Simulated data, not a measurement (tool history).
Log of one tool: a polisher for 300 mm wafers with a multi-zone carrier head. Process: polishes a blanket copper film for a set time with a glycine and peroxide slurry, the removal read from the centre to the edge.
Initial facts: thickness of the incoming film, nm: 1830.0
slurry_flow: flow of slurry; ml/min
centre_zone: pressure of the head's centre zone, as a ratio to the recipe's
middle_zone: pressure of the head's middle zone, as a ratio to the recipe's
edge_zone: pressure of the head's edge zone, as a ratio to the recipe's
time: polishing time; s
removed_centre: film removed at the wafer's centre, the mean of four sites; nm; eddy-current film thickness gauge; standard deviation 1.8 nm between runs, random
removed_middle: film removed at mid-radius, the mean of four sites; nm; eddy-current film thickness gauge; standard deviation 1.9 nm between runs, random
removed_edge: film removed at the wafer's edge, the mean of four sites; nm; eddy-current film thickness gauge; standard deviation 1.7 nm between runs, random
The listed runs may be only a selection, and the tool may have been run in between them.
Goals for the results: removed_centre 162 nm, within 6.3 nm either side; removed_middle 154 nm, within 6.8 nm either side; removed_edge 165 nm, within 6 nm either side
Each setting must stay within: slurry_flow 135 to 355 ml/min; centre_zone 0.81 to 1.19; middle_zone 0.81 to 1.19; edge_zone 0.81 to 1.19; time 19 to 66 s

{"run": 1, "hour": 0.0, "slurry_flow": 225, "centre_zone": 1, "middle_zone": 1, "edge_zone": 1, "time": 42, "removed_centre": 280.04, "removed_middle": 290.89, "removed_edge": 289.95}
{"run": 2, "hour": 1.5, "slurry_flow": 225, "centre_zone": 1, "middle_zone": 1, "edge_zone": 1.03, "time": 42, "removed_centre": 280.32, "removed_middle": 289, "removed_edge": 290.08}
{"run": 3, "hour": 5.3, "slurry_flow": 225, "centre_zone": 1, "middle_zone": 0.99, "edge_zone": 1.03, "time": 39, "removed_centre": 265.59, "removed_middle": 265.51, "removed_edge": 268.01}
{"run": 4, "hour": 8.4, "slurry_flow": 220, "centre_zone": 0.98, "middle_zone": 0.98, "edge_zone": 1.03, "time": 36, "removed_centre": 239.74, "removed_middle": 244.01, "removed_edge": 247.03}
{"run": 5, "hour": 14.5, "slurry_flow": 215, "centre_zone": 0.97, "middle_zone": 0.96, "edge_zone": 1.03, "time": 34, "removed_centre": 221.97, "removed_middle": 229.64, "removed_edge": 234.7}
{"run": 6, "hour": 17.0, "slurry_flow": 215, "centre_zone": 0.91, "middle_zone": 0.96, "edge_zone": 1.03, "time": 34, "removed_centre": 213.61, "removed_middle": 226.1, "removed_edge": 234.4}
{"run": 7, "hour": 18.9, "slurry_flow": 215, "centre_zone": 0.92, "middle_zone": 0.94, "edge_zone": 1.02, "time": 32, "removed_centre": 202.53, "removed_middle": 215.88, "removed_edge": 219.38}
{"run": 8, "hour": 22.6, "slurry_flow": 210, "centre_zone": 0.93, "middle_zone": 0.92, "edge_zone": 1.02, "time": 30, "removed_centre": 190.92, "removed_middle": 197.31, "removed_edge": 202.86}
{"run": 9, "hour": 23.6, "slurry_flow": 205, "centre_zone": 0.93, "middle_zone": 0.9, "edge_zone": 1.02, "time": 29, "removed_centre": 182.62, "removed_middle": 184.77, "removed_edge": 197.84}
{"run": 10, "hour": 29.1, "slurry_flow": 200, "centre_zone": 0.93, "middle_zone": 0.89, "edge_zone": 1, "time": 29, "removed_centre": 184.18, "removed_middle": 182.9, "removed_edge": 196.57}
{"run": 11, "hour": 35.0, "slurry_flow": 200, "centre_zone": 0.93, "middle_zone": 0.88, "edge_zone": 0.99, "time": 28, "removed_centre": 180.6, "removed_middle": 171.11, "removed_edge": 190.08}
{"run": 12, "hour": 39.7, "slurry_flow": 200, "centre_zone": 0.92, "middle_zone": 0.88, "edge_zone": 0.98, "time": 27, "removed_centre": 170.08, "removed_middle": 167.91, "removed_edge": 180.37}
{"run": 13, "hour": 42.4, "slurry_flow": 200, "centre_zone": 0.92, "middle_zone": 0.88, "edge_zone": 0.97, "time": 27, "removed_centre": 171.65, "removed_middle": 166.66, "removed_edge": 176.62}
{"run": 14, "hour": 44.7, "slurry_flow": 200, "centre_zone": 0.92, "middle_zone": 0.88, "edge_zone": 0.97, "time": 27, "removed_centre": 165.78, "removed_middle": 166.66, "removed_edge": 183.05}
{"run": 15, "hour": 45.4, "slurry_flow": 200, "centre_zone": 0.94, "middle_zone": 0.89, "edge_zone": 0.97, "time": 26, "removed_centre": 164.61, "removed_middle": 162.59, "removed_edge": 178.08}
{"run": 16, "hour": 47.7, "slurry_flow": 215, "centre_zone": 0.93, "middle_zone": 0.88, "edge_zone": 0.95, "time": 26, "removed_centre": 168.6, "removed_middle": 161.48, "removed_edge": 169.89}
{"run": 17, "hour": 49.4, "slurry_flow": 210, "centre_zone": 0.92, "middle_zone": 0.87, "edge_zone": 0.94, "time": 26, "removed_centre": 162.49, "removed_middle": 160.52, "removed_edge": 174.1}
{"run": 18, "hour": 56.4, "slurry_flow": 215, "centre_zone": 0.93, "middle_zone": 0.87, "edge_zone": 0.93, "time": 26, "removed_centre": 168.03, "removed_middle": 160.69, "removed_edge": 169.19}

4 next moves are on the table. One of them brings every result within its allowed miss. Which?
{"run": "A", "hour": 63.4, "slurry_flow": 135, "centre_zone": 1, "middle_zone": 0.81, "edge_zone": 1.01, "time": 27, "removed_centre": "?", "removed_middle": "?", "removed_edge": "?"}
{"run": "B", "hour": 63.4, "slurry_flow": 200, "centre_zone": 0.97, "middle_zone": 0.85, "edge_zone": 0.92, "time": 27, "removed_centre": "?", "removed_middle": "?", "removed_edge": "?"}
{"run": "C", "hour": 63.4, "slurry_flow": 170, "centre_zone": 0.95, "middle_zone": 0.85, "edge_zone": 0.9, "time": 26, "removed_centre": "?", "removed_middle": "?", "removed_edge": "?"}
{"run": "D", "hour": 63.4, "slurry_flow": 240, "centre_zone": 1.01, "middle_zone": 0.95, "edge_zone": 1.01, "time": 25, "removed_centre": "?", "removed_middle": "?", "removed_edge": "?"}

move=A removed_centre=168.88 removed_middle=152.11 removed_edge=178.24
move=B removed_centre=173.06 removed_middle=164.97 removed_edge=176.07
move=C removed_centre=160.61 removed_middle=156.11 removed_edge=165.68
move=D removed_centre=169.25 removed_middle=169.44 removed_edge=172.52
A: gets the furthest-off result to its target, but another result is out of tolerance
B: its largest miss is bigger than the last run's
C: each result inside its tolerance
D: its largest miss is bigger than the last run's
So the answer is move C, the one that meets all the targets.

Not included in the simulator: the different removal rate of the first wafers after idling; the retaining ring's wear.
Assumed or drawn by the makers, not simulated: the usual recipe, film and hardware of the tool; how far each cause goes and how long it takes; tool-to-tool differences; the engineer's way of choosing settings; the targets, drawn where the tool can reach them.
